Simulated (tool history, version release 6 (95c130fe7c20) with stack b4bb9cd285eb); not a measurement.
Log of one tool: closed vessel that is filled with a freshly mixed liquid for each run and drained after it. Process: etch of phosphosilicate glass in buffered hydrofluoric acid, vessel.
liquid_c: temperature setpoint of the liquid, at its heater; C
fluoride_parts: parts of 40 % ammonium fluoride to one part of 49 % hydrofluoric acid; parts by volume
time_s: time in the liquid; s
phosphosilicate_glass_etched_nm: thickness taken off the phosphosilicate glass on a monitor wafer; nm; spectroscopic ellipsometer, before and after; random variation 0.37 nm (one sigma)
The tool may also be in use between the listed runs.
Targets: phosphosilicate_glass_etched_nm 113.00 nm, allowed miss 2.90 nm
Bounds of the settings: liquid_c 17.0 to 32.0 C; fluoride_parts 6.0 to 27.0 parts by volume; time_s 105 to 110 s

| run | hour | liquid_c | fluoride_parts | time_s | phosphosilicate_glass_etched_nm |
|---|---|---|---|---|---|
| 1 | 0.0 | 25.0 | 16.5 | 105 | 205.02 |
| 2 | 7.7 | 25.0 | 16.5 | 105 | 205.08 |
| 3 | 8.5 | 26.5 | 16.5 | 105 | 223.94 |
| 4 | 11.1 | 26.5 | 16.5 | 105 | 221.75 |
| 5 | 13.6 | 29.0 | 16.5 | 105 | 253.99 |
| 6 | 14.3 | 27.5 | 16.5 | 105 | 234.09 |
| 7 | 15.9 | 24.5 | 17.5 | 105 | 188.43 |
| 8 | 18.0 | 20.5 | 20.0 | 105 | 132.44 |
| 9 | 23.1 | 19.5 | 20.0 | 105 | 125.38 |
| 10 | 26.2 | 19.0 | 20.0 | 105 | 121.07 |

Which of these 4 next moves meets every target?
| A | 29.3 | 18.5 | 18.5 | 105 | ? |
| B | 29.3 | 18.0 | 19.0 | 110 | ? |
| C | 29.3 | 19.5 | 19.0 | 105 | ? |
| D | 29.3 | 18.5 | 21.0 | 105 | ? |

| move | phosphosilicate_glass_etched_nm |
|---|---|
| A | 127.66 |
| B | 126.62 |
| C | 131.57 |
| D | 114.28 |
A: further off than the last run
B: further off than the last run
C: further off than the last run
D: meets every target
The right move is D.
